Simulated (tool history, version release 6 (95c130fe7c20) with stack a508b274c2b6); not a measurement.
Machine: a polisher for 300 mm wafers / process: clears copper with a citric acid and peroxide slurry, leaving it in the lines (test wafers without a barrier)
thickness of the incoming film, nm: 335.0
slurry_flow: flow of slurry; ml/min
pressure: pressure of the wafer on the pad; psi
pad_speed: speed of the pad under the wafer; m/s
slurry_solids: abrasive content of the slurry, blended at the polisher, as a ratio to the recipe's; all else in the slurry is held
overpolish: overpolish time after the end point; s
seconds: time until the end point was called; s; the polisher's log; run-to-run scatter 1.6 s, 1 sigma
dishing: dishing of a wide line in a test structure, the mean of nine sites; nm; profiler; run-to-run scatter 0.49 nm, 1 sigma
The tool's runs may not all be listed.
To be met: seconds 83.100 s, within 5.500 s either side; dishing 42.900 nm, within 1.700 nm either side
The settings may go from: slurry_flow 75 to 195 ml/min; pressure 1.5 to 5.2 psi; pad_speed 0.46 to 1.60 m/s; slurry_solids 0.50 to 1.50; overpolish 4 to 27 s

run 1 hour=0.0 | slurry_flow=125 pressure=3.3 pad_speed=1.02 slurry_solids=1.00 overpolish=14 | seconds=114.550 dishing=30.949
run 2 hour=4.7 | slurry_flow=150 pressure=3.3 pad_speed=1.02 slurry_solids=1.00 overpolish=14 | seconds=108.310 dishing=31.483
run 3 hour=5.8 | slurry_flow=150 pressure=3.4 pad_speed=1.02 slurry_solids=1.00 overpolish=14 | seconds=108.740 dishing=32.353
run 4 hour=12.5 | slurry_flow=150 pressure=3.5 pad_speed=1.02 slurry_solids=1.00 overpolish=14 | seconds=102.410 dishing=33.351
run 5 hour=15.1 | slurry_flow=150 pressure=3.6 pad_speed=1.02 slurry_solids=1.00 overpolish=14 | seconds=102.530 dishing=33.979
run 6 hour=22.0 | slurry_flow=150 pressure=3.6 pad_speed=1.02 slurry_solids=0.80 overpolish=14 | seconds=106.090 dishing=32.922
run 7 hour=29.6 | slurry_flow=150 pressure=3.7 pad_speed=1.02 slurry_solids=0.80 overpolish=14 | seconds=100.760 dishing=33.626
run 8 hour=35.1 | slurry_flow=150 pressure=3.8 pad_speed=1.02 slurry_solids=0.80 overpolish=14 | seconds=98.582 dishing=34.515
run 9 hour=40.8 | slurry_flow=150 pressure=3.9 pad_speed=1.02 slurry_solids=0.80 overpolish=14 | seconds=94.702 dishing=35.114
run 10 hour=43.1 | slurry_flow=150 pressure=4.1 pad_speed=1.04 slurry_solids=0.80 overpolish=15 | seconds=91.325 dishing=38.926
run 11 hour=48.7 | slurry_flow=155 pressure=4.3 pad_speed=1.04 slurry_solids=0.80 overpolish=15 | seconds=89.109 dishing=40.663

Exercise: of the 5 proposed moves below, exactly one satisfies all targets within the stated allowed misses. Which move is it?
run A hour=54.3 | slurry_flow=160 pressure=3.7 pad_speed=0.98 slurry_solids=1.05 overpolish=19 | seconds=? dishing=?
run B hour=54.3 | slurry_flow=155 pressure=4.3 pad_speed=0.94 slurry_solids=0.80 overpolish=17 | seconds=? dishing=?
run C hour=54.3 | slurry_flow=155 pressure=4.0 pad_speed=1.08 slurry_solids=0.70 overpolish=15 | seconds=? dishing=?
run D hour=54.3 | slurry_flow=125 pressure=4.9 pad_speed=0.88 slurry_solids=0.85 overpolish=17 | seconds=? dishing=?
run E hour=54.3 | slurry_flow=170 pressure=4.7 pad_speed=1.00 slurry_solids=0.75 overpolish=15 | seconds=? dishing=?

move=A seconds=100.030 dishing=44.138
move=B seconds=95.976 dishing=41.896
move=C seconds=91.656 dishing=39.107
move=D seconds=93.696 dishing=42.925
move=E seconds=82.912 dishing=42.754
A: the worst result of the last run now meets its target, but another is out of spec
B: the worst result of the last run now meets its target, but another is out of spec
C: moves away from the targets compared with the last run
D: the worst result of the last run now meets its target, but another is out of spec
E: every result within its allowed miss
Go with E: it meets all targets.
